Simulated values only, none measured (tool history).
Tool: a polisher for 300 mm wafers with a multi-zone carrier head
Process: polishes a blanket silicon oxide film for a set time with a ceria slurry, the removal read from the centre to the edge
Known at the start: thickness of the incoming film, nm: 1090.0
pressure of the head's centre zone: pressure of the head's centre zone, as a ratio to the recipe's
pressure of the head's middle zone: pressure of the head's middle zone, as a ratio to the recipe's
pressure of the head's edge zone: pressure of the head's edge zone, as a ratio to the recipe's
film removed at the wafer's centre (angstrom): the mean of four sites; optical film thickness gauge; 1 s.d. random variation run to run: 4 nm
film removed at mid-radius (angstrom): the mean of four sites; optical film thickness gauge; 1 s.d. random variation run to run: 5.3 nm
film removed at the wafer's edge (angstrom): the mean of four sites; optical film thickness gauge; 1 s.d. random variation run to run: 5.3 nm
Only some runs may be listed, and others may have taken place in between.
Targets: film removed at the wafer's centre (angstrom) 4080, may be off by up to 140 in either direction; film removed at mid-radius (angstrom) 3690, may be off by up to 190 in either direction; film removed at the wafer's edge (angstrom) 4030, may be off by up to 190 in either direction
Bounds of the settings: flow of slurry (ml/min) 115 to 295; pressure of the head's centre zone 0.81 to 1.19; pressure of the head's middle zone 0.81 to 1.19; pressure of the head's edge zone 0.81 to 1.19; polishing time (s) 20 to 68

run,hour,flow of slurry (ml/min),pressure of the head's centre zone,pressure of the head's middle zone,pressure of the head's edge zone,polishing time (s),film removed at the wafer's centre (angstrom),film removed at mid-radius (angstrom),film removed at the wafer's edge (angstrom)
1,0,190,1,1,1,44,2779.2,2718.8,2803.3
2,0.7,195,1.01,1,1.02,46,2955.8,2782.7,3027.6
3,7.2,200,1.02,1.02,1.03,47,3071.9,2954.2,3097.1
4,16.2,205,1.03,1.03,1.04,48,3224.8,3159.2,3101.5
5,19.2,205,1.1,1.03,1.04,48,3398.9,3131.4,3182.3
6,22.8,205,1.1,0.97,1.04,48,3375.9,2954.9,3195
7,31.5,205,1.1,0.97,1.05,49,3480,2947,3267.2
8,35.1,205,1.09,0.98,1.06,50,3489,3065.5,3273.5
9,42.7,205,1.08,0.97,1.06,52,3573.1,3122.5,3538

Which of these 4 next moves meets every target?
A,50.3,170,1.13,0.95,1.05,54,?,?,?
B,50.3,190,1.04,1.04,1.04,57,?,?,?
C,50.3,205,1.1,1.04,1.16,58,?,?,?
D,50.3,180,1.01,0.9,1.03,46,?,?,?

move,film removed at the wafer's centre (angstrom),film removed at mid-radius (angstrom),film removed at the wafer's edge (angstrom)
A,3876.6,3165,3515.4
B,3831.2,3631.9,3728.7
C,4165.3,3728.2,4037.3
D,2977.4,2611,2984.7
A: moves toward the targets from the last run without getting all of them in spec
B: moves toward the targets from the last run without getting all of them in spec
C: each result inside its tolerance
D: further off than the last run
Correct choice: C, which meets every target

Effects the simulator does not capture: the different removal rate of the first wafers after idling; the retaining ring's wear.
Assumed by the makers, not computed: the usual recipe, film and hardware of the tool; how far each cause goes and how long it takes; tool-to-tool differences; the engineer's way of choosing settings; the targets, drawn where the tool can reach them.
